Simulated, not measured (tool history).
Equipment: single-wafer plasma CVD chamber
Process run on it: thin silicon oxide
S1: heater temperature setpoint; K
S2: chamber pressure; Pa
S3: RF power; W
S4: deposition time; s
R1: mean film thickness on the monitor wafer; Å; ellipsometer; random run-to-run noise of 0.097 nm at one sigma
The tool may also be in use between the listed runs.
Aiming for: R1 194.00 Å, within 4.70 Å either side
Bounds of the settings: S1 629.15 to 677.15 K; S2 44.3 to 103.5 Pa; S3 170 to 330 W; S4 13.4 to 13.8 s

run,hour,S1,S2,S3,S4,R1
1,0.0,653.15,73.9,250,13.4,160.76
2,6.6,653.15,75.2,250,13.4,164.05
3,13.6,653.15,75.2,235,13.4,158.28
4,22.4,653.15,75.2,200,13.4,145.58
5,28.1,653.15,77.3,200,13.4,147.97
# hour 30.2: thermocouple changed; heater temperature recalibrated
6,30.2,653.15,77.3,200,13.8,152.12
7,32.0,653.15,79.3,200,13.8,156.99
8,37.4,653.15,81.1,200,13.8,159.55
9,41.4,653.15,82.8,200,13.8,161.32
10,42.3,653.15,84.7,200,13.8,163.71
11,43.8,653.15,86.5,200,13.8,168.66
12,52.7,653.15,87.9,200,13.8,169.19
13,55.7,653.15,89.3,200,13.8,173.32
14,59.4,653.15,90.4,200,13.8,174.34
15,67.5,653.15,91.5,200,13.8,175.78
16,74.2,653.15,92.5,200,13.8,176.57
17,83.1,653.15,93.6,200,13.8,181.07
18,85.0,653.15,94.3,200,13.8,180.24
19,93.0,653.15,95.1,200,13.8,182.76
20,95.1,653.15,95.7,200,13.8,184.24
21,98.6,653.15,95.7,200,13.8,183.58

Which single option among these 5 for the next run brings every result within its allowed miss of target? Just one does.
A,102.1,650.15,100.5,220,13.4,?
B,102.1,652.15,91.9,205,13.8,?
C,102.1,633.15,90.7,205,13.6,?
D,102.1,654.15,89.2,195,13.4,?
E,102.1,653.15,96.0,240,13.8,?

move,R1
A,194.66
B,178.32
C,175.71
D,163.88
E,201.48
A: each result inside its tolerance
B: the biggest miss grows against the last run
C: the biggest miss grows against the last run
D: the biggest miss grows against the last run
E: moves the result that the last run missed by most past its target, out the other side
A is the move that brings every result within its allowed miss.
